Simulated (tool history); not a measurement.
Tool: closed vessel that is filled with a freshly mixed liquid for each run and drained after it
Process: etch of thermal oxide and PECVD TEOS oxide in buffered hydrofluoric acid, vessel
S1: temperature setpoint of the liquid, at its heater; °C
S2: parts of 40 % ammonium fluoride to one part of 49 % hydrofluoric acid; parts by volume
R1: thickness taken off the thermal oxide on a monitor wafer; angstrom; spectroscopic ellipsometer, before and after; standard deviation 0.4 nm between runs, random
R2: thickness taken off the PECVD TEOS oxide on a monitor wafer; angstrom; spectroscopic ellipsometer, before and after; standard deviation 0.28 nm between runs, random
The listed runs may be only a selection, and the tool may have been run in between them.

{"run": 1, "hour": 0.0, "S1": 25, "S2": 10, "time in the liquid (s)": 60, "R1": 728.56, "R2": 861.36}
{"run": 2, "hour": 0.9, "S1": 23.5, "S2": 10, "time in the liquid (s)": 60, "R1": 670.57, "R2": 800.88}
{"run": 3, "hour": 6.4, "S1": 26.5, "S2": 10, "time in the liquid (s)": 60, "R1": 787.92, "R2": 946.66}
{"run": 4, "hour": 7.6, "S1": 26.5, "S2": 7.5, "time in the liquid (s)": 60, "R1": 1022.2, "R2": 1220.5}
{"run": 5, "hour": 9.8, "S1": 25, "S2": 8, "time in the liquid (s)": 60, "R1": 885.88, "R2": 1057.7}
{"run": 6, "hour": 13.1, "S1": 25, "S2": 6.5, "time in the liquid (s)": 60, "R1": 1089.6, "R2": 1299.6}

Expected results for the next run?
{"run": 7, "hour": 13.9, "S1": 23.5, "S2": 7.5, "time in the liquid (s)": 60, "R1": "?", "R2": "?"}

{"run 7": {"R1": 864.89, "R2": 1047.7}}
